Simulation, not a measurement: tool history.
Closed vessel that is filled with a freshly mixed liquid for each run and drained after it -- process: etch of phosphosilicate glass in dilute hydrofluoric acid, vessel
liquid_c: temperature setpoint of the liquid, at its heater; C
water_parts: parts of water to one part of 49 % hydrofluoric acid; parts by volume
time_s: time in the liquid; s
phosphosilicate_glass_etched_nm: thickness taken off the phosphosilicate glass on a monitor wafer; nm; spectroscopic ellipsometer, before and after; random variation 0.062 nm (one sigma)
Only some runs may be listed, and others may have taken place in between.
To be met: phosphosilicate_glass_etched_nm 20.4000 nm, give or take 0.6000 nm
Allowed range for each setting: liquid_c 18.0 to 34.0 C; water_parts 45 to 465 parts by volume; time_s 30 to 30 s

run	hour	liquid_c	water_parts	time_s	phosphosilicate_glass_etched_nm
1	0.0	26.0	255	30	8.7419
2	2.1	22.5	255	30	7.7524
3	3.5	26.0	215	30	10.7700
4	12.5	26.0	215	30	10.8170
5	13.7	24.5	215	30	10.1800
6	19.1	24.5	295	30	6.9126
7	22.0	28.5	190	30	13.7280
8	30.4	30.0	180	30	15.4430
9	33.9	31.0	175	30	16.6470
10	36.4	34.0	155	30	21.3980
11	45.7	34.0	155	30	21.4200
12	49.1	33.5	155	30	21.0410

Which one of the following 4 next-run settings gets every result inside its allowed miss? There is exactly one.
A	52.5	30.0	145	30	?
B	52.5	33.5	165	30	?
C	52.5	34.0	175	30	?
D	52.5	31.5	140	30	?

move	phosphosilicate_glass_etched_nm
A	20.1190
B	19.4610
C	18.4070
D	22.1380
A: meets every target
B: pushes the last run's worst result past its target
C: pushes the last run's worst result past its target
D: its largest miss is bigger than the last run's
Go with A: it meets all targets.

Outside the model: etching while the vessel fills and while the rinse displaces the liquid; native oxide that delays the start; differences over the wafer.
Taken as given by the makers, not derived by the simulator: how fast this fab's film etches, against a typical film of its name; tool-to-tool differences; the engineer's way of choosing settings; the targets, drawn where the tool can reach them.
